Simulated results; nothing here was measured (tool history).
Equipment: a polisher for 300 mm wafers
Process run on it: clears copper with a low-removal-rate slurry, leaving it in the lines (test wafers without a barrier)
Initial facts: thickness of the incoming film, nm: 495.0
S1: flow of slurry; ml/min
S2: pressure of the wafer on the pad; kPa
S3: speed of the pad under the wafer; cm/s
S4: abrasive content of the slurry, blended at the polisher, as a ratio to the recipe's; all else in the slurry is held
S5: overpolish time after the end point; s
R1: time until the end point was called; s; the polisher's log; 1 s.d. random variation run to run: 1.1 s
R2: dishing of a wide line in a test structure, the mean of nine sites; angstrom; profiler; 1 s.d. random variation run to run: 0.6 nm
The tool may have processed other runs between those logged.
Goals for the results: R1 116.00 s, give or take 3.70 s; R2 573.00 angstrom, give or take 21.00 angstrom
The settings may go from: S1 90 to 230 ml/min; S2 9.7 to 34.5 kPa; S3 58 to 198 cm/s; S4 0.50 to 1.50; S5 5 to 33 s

| run | hour | S1 | S2 | S3 | S4 | S5 | R1 | R2 |
|---|---|---|---|---|---|---|---|---|
| 1 | 0.0 | 150 | 22.1 | 128 | 1.00 | 17 | 141.87 | 434.45 |
| 2 | 8.6 | 150 | 22.1 | 128 | 0.85 | 17 | 147.24 | 422.18 |
| 3 | 10.6 | 155 | 23.4 | 128 | 0.85 | 18 | 137.31 | 473.92 |
| 4 | 13.7 | 155 | 21.4 | 128 | 0.85 | 18 | 150.71 | 436.36 |
| 5 | 18.7 | 165 | 22.8 | 128 | 0.85 | 18 | 137.95 | 456.67 |
| 6 | 24.1 | 170 | 23.4 | 128 | 0.85 | 19 | 136.25 | 501.38 |
| 7 | 31.7 | 175 | 24.1 | 128 | 0.85 | 19 | 127.11 | 514.48 |
| 8 | 32.5 | 180 | 24.1 | 128 | 0.85 | 19 | 128.44 | 517.46 |
| 9 | 37.4 | 185 | 24.8 | 128 | 0.85 | 19 | 124.00 | 544.26 |
| 10 | 45.2 | 190 | 24.8 | 128 | 0.85 | 19 | 126.28 | 537.30 |
| 11 | 52.1 | 190 | 25.5 | 128 | 0.85 | 19 | 122.08 | 549.61 |
|  | 57.5 | slurry nozzle cleaned |
| 12 | 57.5 | 190 | 26.2 | 128 | 0.85 | 19 | 108.58 | 592.69 |
| 13 | 62.2 | 190 | 26.2 | 128 | 0.85 | 19 | 109.92 | 594.68 |

Consider the 4 candidate settings below. Which is the only one whose results all fall within their allowed miss of target?
| A | 66.9 | 205 | 24.8 | 124 | 0.90 | 21 | ? | ? |
| B | 66.9 | 175 | 26.9 | 140 | 0.80 | 16 | ? | ? |
| C | 66.9 | 210 | 23.4 | 144 | 0.90 | 20 | ? | ? |
| D | 66.9 | 160 | 27.6 | 116 | 0.95 | 19 | ? | ? |

| move | R1 | R2 |
|---|---|---|
| A | 116.87 | 611.19 |
| B | 101.00 | 552.51 |
| C | 106.51 | 631.25 |
| D | 115.45 | 571.45 |
A: gets the furthest-off result to its target, but another result is out of tolerance
B: the biggest miss grows against the last run
C: the biggest miss grows against the last run
D: every result lands within tolerance
The right move is D.

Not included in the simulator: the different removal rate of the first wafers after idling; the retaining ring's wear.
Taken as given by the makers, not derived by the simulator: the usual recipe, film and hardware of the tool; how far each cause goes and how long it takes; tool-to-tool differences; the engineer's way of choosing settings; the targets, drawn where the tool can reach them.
